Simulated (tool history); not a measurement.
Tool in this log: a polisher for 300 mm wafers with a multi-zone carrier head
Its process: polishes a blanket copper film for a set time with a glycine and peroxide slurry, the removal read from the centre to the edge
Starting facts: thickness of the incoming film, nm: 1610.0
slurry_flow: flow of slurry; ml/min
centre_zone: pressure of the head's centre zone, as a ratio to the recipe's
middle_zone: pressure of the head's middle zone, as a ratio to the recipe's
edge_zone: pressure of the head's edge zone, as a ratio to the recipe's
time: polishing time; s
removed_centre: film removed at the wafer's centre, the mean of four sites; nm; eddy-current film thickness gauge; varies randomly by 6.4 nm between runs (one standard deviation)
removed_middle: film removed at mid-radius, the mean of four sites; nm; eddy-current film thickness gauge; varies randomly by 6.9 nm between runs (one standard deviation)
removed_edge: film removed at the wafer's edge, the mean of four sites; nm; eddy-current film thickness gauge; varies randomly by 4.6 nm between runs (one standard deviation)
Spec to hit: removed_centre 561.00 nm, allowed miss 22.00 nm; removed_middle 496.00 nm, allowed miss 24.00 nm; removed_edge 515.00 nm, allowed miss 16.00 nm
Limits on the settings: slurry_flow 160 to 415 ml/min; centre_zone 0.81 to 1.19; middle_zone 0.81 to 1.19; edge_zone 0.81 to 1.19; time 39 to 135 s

Run 1, hour 0.0: slurry_flow 265 ml/min, centre_zone 1.00, middle_zone 1.00, edge_zone 1.00, time 87 s. Result: removed_centre 364.66 nm, removed_middle 360.55 nm, removed_edge 364.57 nm.
Run 2, hour 3.1: slurry_flow 265 ml/min, centre_zone 0.93, middle_zone 1.00, edge_zone 1.00, time 87 s. Result: removed_centre 334.83 nm, removed_middle 370.94 nm, removed_edge 365.51 nm.
Run 3, hour 5.5: slurry_flow 265 ml/min, centre_zone 0.93, middle_zone 1.08, edge_zone 1.00, time 87 s. Result: removed_centre 327.13 nm, removed_middle 381.23 nm, removed_edge 363.39 nm.
Run 4, hour 10.5: slurry_flow 265 ml/min, centre_zone 0.93, middle_zone 1.08, edge_zone 0.96, time 87 s. Result: removed_centre 335.80 nm, removed_middle 390.12 nm, removed_edge 355.50 nm.
Run 5, hour 17.4: slurry_flow 265 ml/min, centre_zone 0.93, middle_zone 1.14, edge_zone 0.96, time 87 s. Result: removed_centre 329.61 nm, removed_middle 408.81 nm, removed_edge 357.44 nm.
Run 6, hour 24.7: slurry_flow 265 ml/min, centre_zone 0.93, middle_zone 1.14, edge_zone 0.96, time 98 s. Result: removed_centre 373.82 nm, removed_middle 471.26 nm, removed_edge 404.57 nm.
Run 7, hour 26.3: slurry_flow 270 ml/min, centre_zone 0.96, middle_zone 1.13, edge_zone 0.98, time 99 s. Result: removed_centre 398.61 nm, removed_middle 454.58 nm, removed_edge 411.51 nm.
Run 8, hour 29.6: slurry_flow 270 ml/min, centre_zone 0.97, middle_zone 1.13, edge_zone 0.99, time 101 s. Result: removed_centre 405.12 nm, removed_middle 464.40 nm, removed_edge 422.33 nm.
Run 9, hour 37.1: slurry_flow 275 ml/min, centre_zone 0.99, middle_zone 1.13, edge_zone 1.00, time 103 s. Result: removed_centre 427.92 nm, removed_middle 489.87 nm, removed_edge 433.72 nm.
Run 10, hour 44.2: slurry_flow 275 ml/min, centre_zone 1.01, middle_zone 1.12, edge_zone 1.02, time 104 s. Result: removed_centre 432.66 nm, removed_middle 484.85 nm, removed_edge 453.59 nm.
Run 11, hour 48.0: slurry_flow 280 ml/min, centre_zone 1.03, middle_zone 1.11, edge_zone 1.03, time 105 s. Result: removed_centre 450.31 nm, removed_middle 485.58 nm, removed_edge 460.62 nm.
Run 12, hour 50.5: slurry_flow 285 ml/min, centre_zone 1.05, middle_zone 1.11, edge_zone 1.04, time 106 s. Result: removed_centre 469.29 nm, removed_middle 478.83 nm, removed_edge 459.63 nm.
Run 13, hour 58.3: slurry_flow 285 ml/min, centre_zone 1.06, middle_zone 1.11, edge_zone 1.05, time 107 s. Result: removed_centre 469.87 nm, removed_middle 490.85 nm, removed_edge 465.46 nm.
Run 14, hour 59.9: slurry_flow 285 ml/min, centre_zone 1.06, middle_zone 1.11, edge_zone 1.05, time 107 s. Result: removed_centre 473.30 nm, removed_middle 493.02 nm, removed_edge 465.93 nm.
At hour 66.2: slurry nozzle cleaned.
Run 15, hour 66.2: slurry_flow 285 ml/min, centre_zone 1.07, middle_zone 1.10, edge_zone 1.06, time 108 s. Result: removed_centre 504.32 nm, removed_middle 536.24 nm, removed_edge 495.76 nm.
Run 16, hour 72.1: slurry_flow 300 ml/min, centre_zone 1.12, middle_zone 1.00, edge_zone 0.98, time 106 s. Result: removed_centre 529.96 nm, removed_middle 490.33 nm, removed_edge 475.25 nm.

Consider the 4 candidate settings below. Which is the only one whose results all fall within their allowed miss of target?
Run A, hour 78.0: slurry_flow 285 ml/min, centre_zone 1.10, middle_zone 1.10, edge_zone 0.95, time 106 s. Result: removed_centre ?, removed_middle ?, removed_edge ?.
Run B, hour 78.0: slurry_flow 235 ml/min, centre_zone 0.99, middle_zone 0.93, edge_zone 1.10, time 117 s. Result: removed_centre ?, removed_middle ?, removed_edge ?.
Run C, hour 78.0: slurry_flow 315 ml/min, centre_zone 1.07, middle_zone 1.13, edge_zone 0.82, time 103 s. Result: removed_centre ?, removed_middle ?, removed_edge ?.
Run D, hour 78.0: slurry_flow 235 ml/min, centre_zone 1.10, middle_zone 0.97, edge_zone 1.02, time 116 s. Result: removed_centre ?, removed_middle ?, removed_edge ?.

move  removed_centre  removed_middle  removed_edge
   A          513.83          520.59        461.31
   B          496.71          487.47        538.84
   C          491.14          523.11        422.32
   D          547.75          500.42        514.29
A: further off than the last run
B: the result that was furthest off in the last run now lies on the other side of its target
C: further off than the last run
D: all results in spec
The move that meets every target is D.
